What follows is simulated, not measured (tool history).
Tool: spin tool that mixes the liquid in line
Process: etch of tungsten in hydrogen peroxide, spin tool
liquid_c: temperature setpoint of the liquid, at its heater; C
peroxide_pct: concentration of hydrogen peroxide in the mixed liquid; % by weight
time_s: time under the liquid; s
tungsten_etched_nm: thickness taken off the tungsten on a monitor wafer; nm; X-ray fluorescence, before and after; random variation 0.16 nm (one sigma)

Run 1, day 0: liquid_c 52 C, peroxide_pct 20 % by weight, time_s 50 s. Result: tungsten_etched_nm 54.909 nm.
Run 2, day 0.25: liquid_c 48 C, peroxide_pct 20 % by weight, time_s 50 s. Result: tungsten_etched_nm 42.478 nm.
Run 3, day 0.433: liquid_c 48 C, peroxide_pct 17.5 % by weight, time_s 50 s. Result: tungsten_etched_nm 39.865 nm.
Run 4, day 0.504: liquid_c 48 C, peroxide_pct 17.5 % by weight, time_s 50 s. Result: tungsten_etched_nm 40.581 nm.
Run 5, day 0.879: liquid_c 46 C, peroxide_pct 17.5 % by weight, time_s 50 s. Result: tungsten_etched_nm 35.419 nm.
Run 6, day 1.25: liquid_c 48.5 C, peroxide_pct 17.5 % by weight, time_s 50 s. Result: tungsten_etched_nm 41.822 nm.

Forecast run 7:
Run 7, day 1.525: liquid_c 46.5 C, peroxide_pct 17.5 % by weight, time_s 50 s. Result: tungsten_etched_nm ?.

tungsten_etched_nm: 36.121 nm
